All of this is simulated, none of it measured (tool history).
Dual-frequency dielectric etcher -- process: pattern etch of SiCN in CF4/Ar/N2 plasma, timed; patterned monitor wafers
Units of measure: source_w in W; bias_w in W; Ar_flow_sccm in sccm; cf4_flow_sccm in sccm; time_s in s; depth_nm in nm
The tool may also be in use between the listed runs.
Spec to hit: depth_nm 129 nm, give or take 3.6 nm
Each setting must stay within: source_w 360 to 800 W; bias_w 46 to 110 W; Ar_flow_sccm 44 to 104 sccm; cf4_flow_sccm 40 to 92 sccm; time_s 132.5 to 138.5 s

run,hour,source_w,bias_w,Ar_flow_sccm,cf4_flow_sccm,time_s,depth_nm
1,0,580,78,74,66,132.5,151.86
2,3.7,580,90,74,66,132.5,159.57
3,5.8,580,90,85,66,132.5,157.08
4,6.7,550,89,85,66,132.5,148.26
5,13.5,530,89,85,66,132.5,144.46
6,15.8,510,89,85,66,132.5,137.23
7,23.2,500,89,85,66,132.5,133.9
8,25.9,500,89,85,66,132.5,133.75
9,33.9,470,88,85,66,132.5,125.36

Below are 4 possible settings for the next run. Only one of them brings all results inside the allowed miss of their targets. Which is it?
A,41.9,460,86,99,73,132.5,?
B,41.9,520,75,86,77,138.5,?
C,41.9,500,87,81,57,138.5,?
D,41.9,440,104,86,69,138.5,?

move,depth_nm
A,119.88
B,139.15
C,136.92
D,128.51
A: moves away from the targets compared with the last run
B: carries the result that was furthest off beyond its target, to the other side
C: carries the result that was furthest off beyond its target, to the other side
D: in spec on every target
Move D is the one to make.
